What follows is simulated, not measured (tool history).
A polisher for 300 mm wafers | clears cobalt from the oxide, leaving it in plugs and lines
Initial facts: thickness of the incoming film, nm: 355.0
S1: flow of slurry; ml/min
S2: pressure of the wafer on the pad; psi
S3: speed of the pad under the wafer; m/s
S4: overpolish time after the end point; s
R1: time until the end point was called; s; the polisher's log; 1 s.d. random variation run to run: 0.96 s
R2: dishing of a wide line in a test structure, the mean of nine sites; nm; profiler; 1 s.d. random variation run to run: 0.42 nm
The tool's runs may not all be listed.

run	hour	S1	S2	S3	S4	R1	R2
1	0.0	285	1.4	0.92	20	103.360	38.359
2	7.9	325	1.4	0.92	20	103.570	37.306
3	12.8	325	1.4	0.92	24	104.530	42.426
4	13.5	345	1.5	0.92	21	95.130	41.371
5	14.6	345	1.8	0.92	21	78.056	44.229
6	18.3	345	2.1	0.92	21	69.595	45.202
7	26.2	335	2.1	0.92	19	71.255	44.656
8	32.8	350	2.1	0.92	17	68.819	43.689
9	41.5	325	2.1	0.94	15	67.380	39.635
10	48.1	305	2.1	0.94	14	69.317	39.051
11	49.7	385	2.0	0.94	6	71.482	21.821
12	56.8	305	2.2	0.96	7	63.150	26.066
13	59.1	305	2.2	0.96	7	63.719	26.787

The next listed run, before its measurement:
14	64.3	300	2.2	0.96	7	?	?

{"run 14": {"R1": 66.213, "R2": 26.861}}

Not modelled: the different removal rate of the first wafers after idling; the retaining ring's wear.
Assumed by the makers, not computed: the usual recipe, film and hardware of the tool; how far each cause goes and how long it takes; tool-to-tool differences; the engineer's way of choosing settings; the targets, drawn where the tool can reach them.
